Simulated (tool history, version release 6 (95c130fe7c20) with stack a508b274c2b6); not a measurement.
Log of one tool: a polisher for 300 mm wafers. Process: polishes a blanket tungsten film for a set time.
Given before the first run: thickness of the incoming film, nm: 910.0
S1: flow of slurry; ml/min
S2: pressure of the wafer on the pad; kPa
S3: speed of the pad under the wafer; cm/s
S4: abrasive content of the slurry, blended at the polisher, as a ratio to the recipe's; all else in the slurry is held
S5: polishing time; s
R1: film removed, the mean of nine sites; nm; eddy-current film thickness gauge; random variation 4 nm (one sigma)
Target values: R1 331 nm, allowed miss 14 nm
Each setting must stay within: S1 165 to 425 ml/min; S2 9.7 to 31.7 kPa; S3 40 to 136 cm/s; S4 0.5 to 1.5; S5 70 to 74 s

run,hour,S1,S2,S3,S4,S5,R1
1,0,275,20.7,88,1,70,234.15
2,5.7,275,22.8,88,1,70,246.27
3,6.7,275,22.8,88,1.05,70,253.7
4,12.2,275,22.8,88,1.05,74,262.28
5,13.7,275,24.8,88,1.05,74,289.3
6,19.6,275,24.8,88,1.05,74,284.89
7,24.6,275,26.2,88,1.05,74,296.86
8,27.5,275,26.9,88,1.05,74,305.78
9,29,275,26.9,88,1.05,74,303.4
10,37,275,27.6,88,1.05,74,301.67

4 next moves are on the table. One of them brings every result within its allowed miss. Which?
A,45,265,27.6,84,1,72,?
B,45,200,29,98,0.8,74,?
C,45,200,26.9,106,1.05,74,?
D,45,230,24.1,82,1.1,74,?

move,R1
A,291.89
B,335.25
C,362.15
D,265.44
A: the biggest miss grows against the last run
B: meets every target
C: takes the result that was furthest off past its target
D: the biggest miss grows against the last run
The move that meets every target is B.
